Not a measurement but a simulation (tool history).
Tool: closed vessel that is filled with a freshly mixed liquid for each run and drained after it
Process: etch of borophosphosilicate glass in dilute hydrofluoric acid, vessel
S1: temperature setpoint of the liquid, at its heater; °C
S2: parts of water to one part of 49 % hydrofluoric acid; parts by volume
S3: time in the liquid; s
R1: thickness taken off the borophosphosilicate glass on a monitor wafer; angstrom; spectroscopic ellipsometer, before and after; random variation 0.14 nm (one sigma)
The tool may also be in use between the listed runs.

Run 1, day 0: S1 24 °C, S2 160 parts by volume, S3 30 s. Result: R1 105.11 angstrom.
Run 2, day 0.171: S1 24 °C, S2 115 parts by volume, S3 30 s. Result: R1 154.83 angstrom.
Run 3, day 0.35: S1 26.5 °C, S2 115 parts by volume, S3 30 s. Result: R1 170 angstrom.
Run 4, day 0.533: S1 30 °C, S2 115 parts by volume, S3 30 s. Result: R1 192.98 angstrom.
Run 5, day 0.6: S1 32 °C, S2 115 parts by volume, S3 30 s. Result: R1 206.56 angstrom.
Run 6, day 0.783: S1 32 °C, S2 115 parts by volume, S3 30 s. Result: R1 207.24 angstrom.
Run 7, day 1.088: S1 32 °C, S2 110 parts by volume, S3 30 s. Result: R1 218.57 angstrom.
Run 8, day 1.346: S1 32 °C, S2 105 parts by volume, S3 30 s. Result: R1 228.84 angstrom.

Run 9 comes next. What will it give?
Run 9, day 1.392: S1 32 °C, S2 100 parts by volume, S3 30 s. Result: R1 ?.

R1: 243.68 angstrom
